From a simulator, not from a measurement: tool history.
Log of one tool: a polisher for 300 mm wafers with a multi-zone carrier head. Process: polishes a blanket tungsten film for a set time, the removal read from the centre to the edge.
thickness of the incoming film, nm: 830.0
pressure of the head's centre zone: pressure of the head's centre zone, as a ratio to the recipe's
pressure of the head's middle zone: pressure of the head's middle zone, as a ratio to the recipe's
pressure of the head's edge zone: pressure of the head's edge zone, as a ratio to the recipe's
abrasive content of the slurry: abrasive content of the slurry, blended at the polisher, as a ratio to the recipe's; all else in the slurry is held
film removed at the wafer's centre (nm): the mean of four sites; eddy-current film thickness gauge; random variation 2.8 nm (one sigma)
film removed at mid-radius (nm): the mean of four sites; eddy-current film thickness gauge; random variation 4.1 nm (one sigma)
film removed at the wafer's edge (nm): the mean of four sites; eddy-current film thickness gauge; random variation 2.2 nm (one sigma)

run,hour,flow of slurry (ml/min),pressure of the head's centre zone,pressure of the head's middle zone,pressure of the head's edge zone,abrasive content of the slurry,polishing time (s),film removed at the wafer's centre (nm),film removed at mid-radius (nm),film removed at the wafer's edge (nm)
1,0.0,225,1.00,1.00,1.00,1.00,61,251.05,247.30,241.88
2,8.0,225,1.00,1.00,1.00,1.00,53,215.18,213.63,208.37
3,11.1,225,1.00,1.00,0.96,1.00,53,218.43,211.38,205.79
4,20.1,225,1.00,1.00,0.90,1.00,53,216.93,209.98,198.34
5,24.0,245,1.05,1.05,0.95,1.15,57,257.45,252.01,232.53
6,28.1,265,1.09,1.08,0.97,1.25,59,289.63,275.37,248.81

The next listed run, before its measurement:
7,36.6,280,1.11,1.11,1.00,1.30,61,?,?,?

film removed at the wafer's centre (nm): 309.52
film removed at mid-radius (nm): 292.83
film removed at the wafer's edge (nm): 263.56

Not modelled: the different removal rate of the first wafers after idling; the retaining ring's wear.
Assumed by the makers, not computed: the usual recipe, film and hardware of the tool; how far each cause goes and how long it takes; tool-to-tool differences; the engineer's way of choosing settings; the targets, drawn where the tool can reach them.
